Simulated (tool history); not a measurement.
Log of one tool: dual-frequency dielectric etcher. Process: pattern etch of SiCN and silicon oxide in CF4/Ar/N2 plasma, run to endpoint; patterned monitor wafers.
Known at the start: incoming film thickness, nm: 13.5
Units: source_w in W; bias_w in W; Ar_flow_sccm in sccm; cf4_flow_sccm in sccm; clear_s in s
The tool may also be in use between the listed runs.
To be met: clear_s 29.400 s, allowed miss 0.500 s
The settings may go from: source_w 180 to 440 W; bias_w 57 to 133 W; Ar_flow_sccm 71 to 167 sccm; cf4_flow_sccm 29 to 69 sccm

run 1 hour=0.0 | source_w=310 bias_w=95 Ar_flow_sccm=119 cf4_flow_sccm=49 | clear_s=22.438
run 2 hour=4.4 | source_w=290 bias_w=95 Ar_flow_sccm=119 cf4_flow_sccm=49 | clear_s=23.219
run 3 hour=6.3 | source_w=290 bias_w=95 Ar_flow_sccm=128 cf4_flow_sccm=49 | clear_s=23.219
run 4 hour=15.2 | source_w=290 bias_w=102 Ar_flow_sccm=128 cf4_flow_sccm=49 | clear_s=22.653
run 5 hour=24.2 | source_w=290 bias_w=102 Ar_flow_sccm=148 cf4_flow_sccm=49 | clear_s=23.103
-- hour=30.1 bias power generator calibrated
run 6 hour=30.1 | source_w=270 bias_w=102 Ar_flow_sccm=148 cf4_flow_sccm=49 | clear_s=23.357
run 7 hour=33.5 | source_w=250 bias_w=97 Ar_flow_sccm=148 cf4_flow_sccm=48 | clear_s=25.093
run 8 hour=34.4 | source_w=190 bias_w=96 Ar_flow_sccm=148 cf4_flow_sccm=48 | clear_s=28.624

Which of these 5 next moves meets every target?
run A hour=35.3 | source_w=180 bias_w=103 Ar_flow_sccm=152 cf4_flow_sccm=51 | clear_s=?
run B hour=35.3 | source_w=180 bias_w=105 Ar_flow_sccm=154 cf4_flow_sccm=38 | clear_s=?
run C hour=35.3 | source_w=180 bias_w=91 Ar_flow_sccm=134 cf4_flow_sccm=40 | clear_s=?
run D hour=35.3 | source_w=180 bias_w=87 Ar_flow_sccm=152 cf4_flow_sccm=48 | clear_s=?
run E hour=35.3 | source_w=190 bias_w=95 Ar_flow_sccm=167 cf4_flow_sccm=59 | clear_s=?

move=A clear_s=27.966
move=B clear_s=29.189
move=C clear_s=30.625
move=D clear_s=30.802
move=E clear_s=28.109
A: further off than the last run
B: meets every target
C: takes the result that was furthest off past its target
D: takes the result that was furthest off past its target
E: further off than the last run
Answer: B
